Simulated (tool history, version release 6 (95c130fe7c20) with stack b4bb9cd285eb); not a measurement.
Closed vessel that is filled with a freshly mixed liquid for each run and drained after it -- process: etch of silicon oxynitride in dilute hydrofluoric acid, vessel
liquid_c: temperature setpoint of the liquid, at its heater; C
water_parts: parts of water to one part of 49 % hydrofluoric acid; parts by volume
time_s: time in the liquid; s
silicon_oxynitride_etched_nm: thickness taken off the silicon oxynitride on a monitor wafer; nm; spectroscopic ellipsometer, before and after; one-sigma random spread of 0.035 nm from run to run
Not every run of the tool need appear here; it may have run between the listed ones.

run  hour  liquid_c  water_parts  time_s  silicon_oxynitride_etched_nm
  1   0.0      22.0           50      60                        1.9894
  2   7.1      23.5           45      60                        2.4034
  3   8.9      26.0           45      60                        2.6948
  4  14.4      26.0           45      45                        2.0198
  5  18.4      26.5           40      50                        2.6284
  6  22.2      27.5           40      50                        2.7087
  7  24.3      28.0           35      50                        3.2033
  8  26.1      30.0           25      50                        5.0156
  9  30.2      29.5           25      50                        4.8435
 10  33.4      29.0           25      50                        4.7860

The next listed run, before its measurement:
 11  40.7      28.5           25      50                             ?

{"run 11": {"silicon_oxynitride_etched_nm": 4.6239}}
